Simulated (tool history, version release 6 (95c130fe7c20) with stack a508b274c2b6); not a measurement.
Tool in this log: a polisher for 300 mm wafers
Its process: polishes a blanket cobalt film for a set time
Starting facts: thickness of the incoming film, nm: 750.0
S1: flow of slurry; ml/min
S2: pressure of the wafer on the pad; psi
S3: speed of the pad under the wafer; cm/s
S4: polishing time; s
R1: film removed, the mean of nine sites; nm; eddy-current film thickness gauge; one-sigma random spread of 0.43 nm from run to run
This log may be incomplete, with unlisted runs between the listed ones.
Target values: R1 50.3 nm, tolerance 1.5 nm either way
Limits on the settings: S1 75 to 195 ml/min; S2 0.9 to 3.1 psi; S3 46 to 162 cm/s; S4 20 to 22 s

run  hour   S1   S2   S3  S4      R1
  1     0  125    2  104  22  108.63
  2   8.7  125    2  104  22  108.25
  3  17.2  125    2  104  22  109.73
  4  20.2  105    2  104  22  104.17
  5  21.9  105  2.2  104  22  115.61
  6    28  135  2.2  104  22  123.16
  7  29.3  130    2  102  22  106.15
  8  34.7  125  1.8  100  22  94.386

Consider the 4 candidate settings below. Which is the only one whose results all fall within their allowed miss of target?
  A  40.1  115  1.5  60  20   ?
  B  40.1  125  1.7  86  22   ?
  C  40.1  145  1.1  74  20   ?
  D  40.1   90  1.7  66  20   ?

move      R1
   A  43.233
   B  77.198
   C  41.297
   D  49.844
A: pushes the last run's worst result past its target
B: nearer the targets than the last run, but a result is still out of spec
C: pushes the last run's worst result past its target
D: every result within its allowed miss
So the answer is move D, the one that meets all the targets.
